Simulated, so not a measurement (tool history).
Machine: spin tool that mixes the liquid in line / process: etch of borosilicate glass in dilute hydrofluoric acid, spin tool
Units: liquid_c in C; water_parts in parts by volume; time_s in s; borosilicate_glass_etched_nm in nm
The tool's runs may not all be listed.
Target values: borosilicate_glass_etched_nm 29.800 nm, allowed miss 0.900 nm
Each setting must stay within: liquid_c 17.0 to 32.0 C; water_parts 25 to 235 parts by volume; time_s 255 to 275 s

run    day  liquid_c  water_parts  time_s  borosilicate_glass_etched_nm
  1  0.000      24.0          130     255                        60.412
  2  0.304      22.0          145     255                        50.172
  3  0.662      20.5          160     255                        42.314
  4  0.796      19.5          170     255                        38.005
  5  1.004      19.0          175     255                        36.478
  6  1.108      19.0          175     275                        38.326
  7  1.475      18.5          180     275                        37.182
  8  1.533      18.0          185     275                        34.461
  9  1.912      17.5          190     275                        32.942
 10  2.154      17.5          195     275                        31.778

Exercise: of the 4 proposed moves below, exactly one satisfies all targets within the stated allowed misses. Which move is it?
  A  2.396      17.0          205     260                             ?
  B  2.396      17.0          205     255                             ?
  C  2.396      17.0          175     255                             ?
  D  2.396      17.5          210     275                             ?

move  borosilicate_glass_etched_nm
   A                        28.089
   B                        27.549
   C                        33.180
   D                        29.447
A: pushes the last run's worst result past its target
B: pushes the last run's worst result past its target
C: further off than the last run
D: every result lands within tolerance
The move that meets every target is D.
